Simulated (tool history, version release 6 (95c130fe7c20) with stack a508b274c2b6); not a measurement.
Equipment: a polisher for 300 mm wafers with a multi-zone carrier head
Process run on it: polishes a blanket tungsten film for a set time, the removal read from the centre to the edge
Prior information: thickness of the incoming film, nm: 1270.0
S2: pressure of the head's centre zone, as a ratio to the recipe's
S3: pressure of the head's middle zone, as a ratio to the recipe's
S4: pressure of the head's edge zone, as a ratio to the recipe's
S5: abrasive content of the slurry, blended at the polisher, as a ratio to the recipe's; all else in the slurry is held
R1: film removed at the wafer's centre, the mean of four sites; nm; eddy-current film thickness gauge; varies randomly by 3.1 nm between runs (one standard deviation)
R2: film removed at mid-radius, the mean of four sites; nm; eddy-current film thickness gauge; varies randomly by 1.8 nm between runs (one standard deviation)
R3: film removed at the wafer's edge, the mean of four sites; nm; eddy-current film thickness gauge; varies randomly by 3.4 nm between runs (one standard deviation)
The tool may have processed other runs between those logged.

Run 1, hour 0.0: flow of slurry (ml/min) 210, S2 1.00, S3 1.00, S4 1.00, S5 1.00, polishing time (s) 40. Result: R1 232.84 nm, R2 241.36 nm, R3 238.19 nm.
Run 2, hour 0.9: flow of slurry (ml/min) 210, S2 1.06, S3 1.00, S4 1.00, S5 1.00, polishing time (s) 40. Result: R1 244.18 nm, R2 240.66 nm, R3 236.04 nm.
Run 3, hour 7.4: flow of slurry (ml/min) 225, S2 1.09, S3 1.02, S4 1.02, S5 1.05, polishing time (s) 40. Result: R1 246.10 nm, R2 251.66 nm, R3 241.83 nm.
Run 4, hour 16.4: flow of slurry (ml/min) 225, S2 1.09, S3 1.02, S4 1.02, S5 1.15, polishing time (s) 40. Result: R1 256.72 nm, R2 255.28 nm, R3 249.82 nm.
Run 5, hour 23.7: flow of slurry (ml/min) 225, S2 1.09, S3 1.02, S4 1.02, S5 1.15, polishing time (s) 44. Result: R1 280.57 nm, R2 279.33 nm, R3 271.65 nm.
Run 6, hour 29.1: flow of slurry (ml/min) 225, S2 1.09, S3 1.02, S4 1.02, S5 1.15, polishing time (s) 50. Result: R1 324.18 nm, R2 317.45 nm, R3 313.68 nm.
Run 7, hour 35.6: flow of slurry (ml/min) 215, S2 1.09, S3 1.01, S4 0.99, S5 1.10, polishing time (s) 50. Result: R1 311.49 nm, R2 311.26 nm, R3 308.48 nm.
Run 8, hour 40.4: flow of slurry (ml/min) 235, S2 1.11, S3 0.99, S4 0.96, S5 1.05, polishing time (s) 50. Result: R1 314.73 nm, R2 304.14 nm, R3 299.32 nm.
Run 9, hour 42.4: flow of slurry (ml/min) 230, S2 1.13, S3 0.98, S4 0.93, S5 1.05, polishing time (s) 50. Result: R1 323.32 nm, R2 300.28 nm, R3 291.21 nm.

Predict the results of run 10:
Run 10, hour 48.6: flow of slurry (ml/min) 220, S2 1.12, S3 0.98, S4 0.91, S5 1.05, polishing time (s) 50. Result: R1 ?, R2 ?, R3 ?.

R1: 316.68 nm
R2: 302.45 nm
R3: 290.49 nm
